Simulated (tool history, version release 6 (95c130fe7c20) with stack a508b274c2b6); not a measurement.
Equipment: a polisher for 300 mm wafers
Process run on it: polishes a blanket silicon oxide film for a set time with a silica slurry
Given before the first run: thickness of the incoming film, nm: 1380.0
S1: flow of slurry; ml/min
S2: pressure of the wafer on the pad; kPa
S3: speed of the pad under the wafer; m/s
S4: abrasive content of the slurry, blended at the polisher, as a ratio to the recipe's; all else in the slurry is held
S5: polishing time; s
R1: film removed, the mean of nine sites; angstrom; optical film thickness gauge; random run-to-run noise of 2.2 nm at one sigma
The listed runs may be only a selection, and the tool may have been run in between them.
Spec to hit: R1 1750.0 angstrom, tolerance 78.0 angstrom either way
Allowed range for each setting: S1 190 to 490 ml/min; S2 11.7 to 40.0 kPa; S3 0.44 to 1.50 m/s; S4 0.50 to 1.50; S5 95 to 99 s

Run 1, day 0.000: S1 315 ml/min, S2 25.5 kPa, S3 0.96 m/s, S4 1.00, S5 95 s. Result: R1 2383.3 angstrom.
Run 2, day 0.083: S1 315 ml/min, S2 23.4 kPa, S3 0.96 m/s, S4 1.00, S5 95 s. Result: R1 2298.1 angstrom.
Run 3, day 0.242: S1 315 ml/min, S2 21.4 kPa, S3 0.94 m/s, S4 1.00, S5 95 s. Result: R1 1977.3 angstrom.
Run 4, day 0.396: S1 315 ml/min, S2 21.4 kPa, S3 1.14 m/s, S4 1.00, S5 95 s. Result: R1 2268.2 angstrom.
Run 5, day 0.692: S1 315 ml/min, S2 21.4 kPa, S3 1.14 m/s, S4 1.00, S5 95 s. Result: R1 2311.6 angstrom.
Run 6, day 0.746: S1 315 ml/min, S2 20.0 kPa, S3 1.14 m/s, S4 1.00, S5 95 s. Result: R1 2117.5 angstrom.
Run 7, day 0.900: S1 315 ml/min, S2 19.3 kPa, S3 1.14 m/s, S4 1.00, S5 95 s. Result: R1 2025.1 angstrom.
Run 8, day 1.100: S1 315 ml/min, S2 18.6 kPa, S3 1.14 m/s, S4 1.00, S5 95 s. Result: R1 2002.2 angstrom.
Run 9, day 1.246: S1 315 ml/min, S2 17.9 kPa, S3 1.14 m/s, S4 1.00, S5 95 s. Result: R1 1901.1 angstrom.
Run 10, day 1.571: S1 315 ml/min, S2 17.2 kPa, S3 1.14 m/s, S4 1.00, S5 95 s. Result: R1 1872.0 angstrom.
Run 11, day 1.767: S1 315 ml/min, S2 15.2 kPa, S3 1.14 m/s, S4 1.00, S5 95 s. Result: R1 1609.0 angstrom.

Exactly one of the 5 candidate moves below puts every result within its allowed miss. Which one?
Run A, day 1.962: S1 300 ml/min, S2 13.8 kPa, S3 1.04 m/s, S4 1.00, S5 95 s. Result: R1 ?.
Run B, day 1.962: S1 335 ml/min, S2 15.2 kPa, S3 1.06 m/s, S4 0.80, S5 95 s. Result: R1 ?.
Run C, day 1.962: S1 320 ml/min, S2 15.9 kPa, S3 1.08 m/s, S4 1.05, S5 97 s. Result: R1 ?.
Run D, day 1.962: S1 350 ml/min, S2 15.9 kPa, S3 1.04 m/s, S4 0.85, S5 99 s. Result: R1 ?.
Run E, day 1.962: S1 275 ml/min, S2 15.2 kPa, S3 1.30 m/s, S4 0.70, S5 99 s. Result: R1 ?.

move      R1
   A  1424.3
   B  1390.3
   C  1751.2
   D  1556.6
   E  1484.8
A: the biggest miss grows against the last run
B: the biggest miss grows against the last run
C: all results land within tolerance of their targets
D: the biggest miss grows against the last run
E: the biggest miss grows against the last run
So the answer is move C, the one that meets all the targets.
